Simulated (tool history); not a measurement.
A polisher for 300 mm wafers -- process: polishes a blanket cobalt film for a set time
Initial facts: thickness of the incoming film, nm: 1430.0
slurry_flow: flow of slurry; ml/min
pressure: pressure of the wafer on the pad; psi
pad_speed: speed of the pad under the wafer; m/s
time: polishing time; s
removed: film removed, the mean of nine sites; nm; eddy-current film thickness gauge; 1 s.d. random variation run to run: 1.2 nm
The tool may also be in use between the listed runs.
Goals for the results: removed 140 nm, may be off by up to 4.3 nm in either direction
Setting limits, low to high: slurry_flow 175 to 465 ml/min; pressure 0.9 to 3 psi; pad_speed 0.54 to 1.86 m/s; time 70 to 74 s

run,hour,slurry_flow,pressure,pad_speed,time,removed
1,0,295,1.9,1.18,70,389.18
2,8.2,295,1.9,1.34,70,423.42
3,9.6,295,1.9,1.6,70,489.04
4,18,295,2.2,1.6,70,567.4
5,19.6,295,2.2,1.42,70,528.18
6,28.5,295,2.2,1.42,70,526.5
7,34.3,260,1.8,1.18,70,364.69
8,39.9,235,1.5,1,70,268.4
9,48,225,0.9,0.66,70,121.82

Exercise: of the 4 proposed moves below, exactly one satisfies all targets within the stated allowed misses. Which move is it?
A,56.1,200,0.9,0.56,70,?
B,56.1,255,1,0.6,74,?
C,56.1,210,1,0.72,74,?
D,56.1,245,0.9,0.54,70,?

move,removed
A,110.45
B,138.95
C,151.86
D,111.25
A: moves away from the targets compared with the last run
B: hits every target within its allowed miss
C: takes the biggest miss from the last run beyond its target
D: moves away from the targets compared with the last run
Correct choice: B, which meets every target
